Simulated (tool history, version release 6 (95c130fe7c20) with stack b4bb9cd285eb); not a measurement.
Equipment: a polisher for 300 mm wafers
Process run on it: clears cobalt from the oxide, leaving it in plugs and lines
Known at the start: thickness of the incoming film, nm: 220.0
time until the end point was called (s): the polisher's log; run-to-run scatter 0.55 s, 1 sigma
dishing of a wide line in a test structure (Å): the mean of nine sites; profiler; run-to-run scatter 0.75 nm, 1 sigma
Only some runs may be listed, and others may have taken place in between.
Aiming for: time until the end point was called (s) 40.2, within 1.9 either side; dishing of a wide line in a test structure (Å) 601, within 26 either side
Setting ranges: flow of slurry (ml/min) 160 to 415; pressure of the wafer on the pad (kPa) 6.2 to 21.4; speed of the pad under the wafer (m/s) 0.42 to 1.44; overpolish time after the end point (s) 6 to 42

run,hour,flow of slurry (ml/min),pressure of the wafer on the pad (kPa),speed of the pad under the wafer (m/s),overpolish time after the end point (s),time until the end point was called (s),dishing of a wide line in a test structure (Å)
1,0,265,13.8,0.92,21,57.375,451.29
2,6.9,215,13.8,0.92,21,56.586,448.11
3,12.8,215,12.4,0.92,21,63.956,411.66
4,18.1,215,13.8,0.92,22,58.305,464.12
5,25.1,215,13.8,0.92,31,55.82,541.21
6,29.9,215,14.5,0.92,30,54.956,544.74
7,35.4,215,15.2,0.92,29,52.785,543.12
# hour 41.8: worn pad replaced by a new one
8,41.8,215,15.9,0.92,28,45.188,557

Exactly one of the 4 candidate moves below puts every result within its allowed miss. Which one?
A,48.2,215,15.9,1.02,32,?,?
B,48.2,165,17.2,0.8,40,?,?
C,48.2,285,13.1,1.08,35,?,?
D,48.2,235,15.2,0.92,32,?,?

move,time until the end point was called (s),dishing of a wide line in a test structure (Å)
A,40.687,606.64
B,49.638,611.2
C,44.767,606.6
D,46.401,586.41
A: in spec on every target
B: misses by more than the last run did
C: nearer than the last run, and not there yet
D: misses by more than the last run did
A is the move that brings every result within its allowed miss.

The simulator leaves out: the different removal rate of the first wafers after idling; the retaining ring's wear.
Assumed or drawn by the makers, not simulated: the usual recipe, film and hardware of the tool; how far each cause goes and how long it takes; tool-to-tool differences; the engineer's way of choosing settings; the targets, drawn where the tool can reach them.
